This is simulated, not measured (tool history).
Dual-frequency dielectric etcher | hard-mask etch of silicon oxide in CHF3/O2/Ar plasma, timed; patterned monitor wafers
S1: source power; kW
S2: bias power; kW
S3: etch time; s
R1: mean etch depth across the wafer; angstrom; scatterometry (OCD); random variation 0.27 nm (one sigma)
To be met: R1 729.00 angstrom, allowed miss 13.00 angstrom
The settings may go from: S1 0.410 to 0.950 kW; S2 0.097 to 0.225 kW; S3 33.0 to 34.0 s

Run 1, hour 0.0: S1 0.680 kW, S2 0.161 kW, S3 33.0 s. Result: R1 640.61 angstrom.
Run 2, hour 5.5: S1 0.680 kW, S2 0.141 kW, S3 33.0 s. Result: R1 603.84 angstrom.
Run 3, hour 12.5: S1 0.770 kW, S2 0.141 kW, S3 33.0 s. Result: R1 639.97 angstrom.
Run 4, hour 13.6: S1 0.820 kW, S2 0.145 kW, S3 33.0 s. Result: R1 667.97 angstrom.
Run 5, hour 19.7: S1 0.860 kW, S2 0.147 kW, S3 33.0 s. Result: R1 683.12 angstrom.
Run 6, hour 20.7: S1 0.860 kW, S2 0.147 kW, S3 34.0 s. Result: R1 702.15 angstrom.
Run 7, hour 23.9: S1 0.880 kW, S2 0.148 kW, S3 34.0 s. Result: R1 715.27 angstrom.
At hour 27.9: wet clean of the chamber.
Run 8, hour 27.9: S1 0.910 kW, S2 0.149 kW, S3 34.0 s. Result: R1 754.02 angstrom.
Run 9, hour 31.8: S1 0.900 kW, S2 0.149 kW, S3 34.0 s. Result: R1 747.43 angstrom.
Run 10, hour 39.8: S1 0.890 kW, S2 0.149 kW, S3 34.0 s. Result: R1 741.10 angstrom.

Which of these 4 next moves meets every target?
Run A, hour 47.8: S1 0.850 kW, S2 0.163 kW, S3 34.0 s. Result: R1 ?.
Run B, hour 47.8: S1 0.890 kW, S2 0.157 kW, S3 34.0 s. Result: R1 ?.
Run C, hour 47.8: S1 0.840 kW, S2 0.158 kW, S3 33.5 s. Result: R1 ?.
Run D, hour 47.8: S1 0.850 kW, S2 0.167 kW, S3 34.0 s. Result: R1 ?.

move      R1
   A  762.61
   B  765.57
   C  737.19
   D  770.83
A: further off than the last run
B: further off than the last run
C: meets every target
D: further off than the last run
The right move is C.

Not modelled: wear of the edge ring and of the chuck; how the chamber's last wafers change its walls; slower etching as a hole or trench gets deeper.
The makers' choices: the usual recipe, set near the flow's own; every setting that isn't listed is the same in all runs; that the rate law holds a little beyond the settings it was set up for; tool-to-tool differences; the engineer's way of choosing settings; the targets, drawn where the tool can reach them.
